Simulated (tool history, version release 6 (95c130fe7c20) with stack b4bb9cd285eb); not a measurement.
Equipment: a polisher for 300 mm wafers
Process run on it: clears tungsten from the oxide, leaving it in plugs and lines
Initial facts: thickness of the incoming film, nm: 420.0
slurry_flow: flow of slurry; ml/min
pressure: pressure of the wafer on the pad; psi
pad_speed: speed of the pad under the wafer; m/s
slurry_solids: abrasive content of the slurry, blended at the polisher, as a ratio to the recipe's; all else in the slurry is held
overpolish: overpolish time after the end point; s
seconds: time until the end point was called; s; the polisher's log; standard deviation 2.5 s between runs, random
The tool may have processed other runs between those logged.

run,hour,slurry_flow,pressure,pad_speed,slurry_solids,overpolish,seconds
1,0,210,4.9,0.98,1,11,80.866
2,7.4,210,6,0.98,1,11,73.204
3,10.8,210,5.5,0.92,1,11,83.108
4,17.5,210,5.5,1.06,1,11,68.925
5,19.5,210,5.1,1,1,11,81.595
6,27.1,210,5.1,1,1,11,79.777

Forecast run 7:
7,29,210,4.7,0.96,1,11,?

{"run 7": {"seconds": 89.283}}

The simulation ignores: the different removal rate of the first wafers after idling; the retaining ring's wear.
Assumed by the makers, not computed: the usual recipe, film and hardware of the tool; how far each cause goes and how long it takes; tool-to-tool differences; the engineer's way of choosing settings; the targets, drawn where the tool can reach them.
